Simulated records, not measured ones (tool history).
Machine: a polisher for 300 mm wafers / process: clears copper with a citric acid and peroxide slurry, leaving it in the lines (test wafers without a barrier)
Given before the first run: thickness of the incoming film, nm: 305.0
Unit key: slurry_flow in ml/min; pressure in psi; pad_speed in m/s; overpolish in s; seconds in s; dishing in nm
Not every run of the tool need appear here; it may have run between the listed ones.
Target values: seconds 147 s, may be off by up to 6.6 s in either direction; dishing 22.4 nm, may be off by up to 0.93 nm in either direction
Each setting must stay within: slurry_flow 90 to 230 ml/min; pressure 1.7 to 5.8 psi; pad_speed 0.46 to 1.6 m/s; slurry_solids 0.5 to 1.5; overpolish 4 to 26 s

run	hour	slurry_flow	pressure	pad_speed	slurry_solids	overpolish	seconds	dishing
1	0	150	3.7	1.02	1	13	113.04	19.727
2	6.6	150	3.6	1.02	1	14	111.93	20.239
3	12	150	3.6	1.02	0.9	14	118.68	20.418
4	18.3	145	3.5	1.02	0.85	15	121.71	20.606
5	21.6	145	3.5	0.78	0.85	15	146.58	17.703
6	27.5	170	3.5	0.78	0.85	15	143.68	18.454
7	29.1	170	3.5	0.78	0.85	16	142.39	19.202
8	33.3	170	3.5	0.78	0.85	17	140.88	19.915
9	40.6	170	3.5	0.78	0.85	18	145.9	20.921

5 next moves are on the table. One of them brings every result within its allowed miss. Which?
A	47.9	130	3.9	0.82	0.95	21	?	?
B	47.9	170	3.6	0.82	0.95	22	?	?
C	47.9	185	2.5	0.96	0.9	23	?	?
D	47.9	140	4.3	0.58	0.9	19	?	?
E	47.9	130	3.1	0.94	0.8	21	?	?

move	seconds	dishing
A	127.64	24.483
B	130.18	24.853
C	158.61	22.48
D	146.97	21.038
E	145.74	22.461
A: takes the result that was furthest off past its target
B: takes the result that was furthest off past its target
C: meets the target for the result that was furthest off, but another lies outside its allowed miss
D: better than the last run, though not everything is in spec
E: all results in spec
Go with E: it meets all targets.
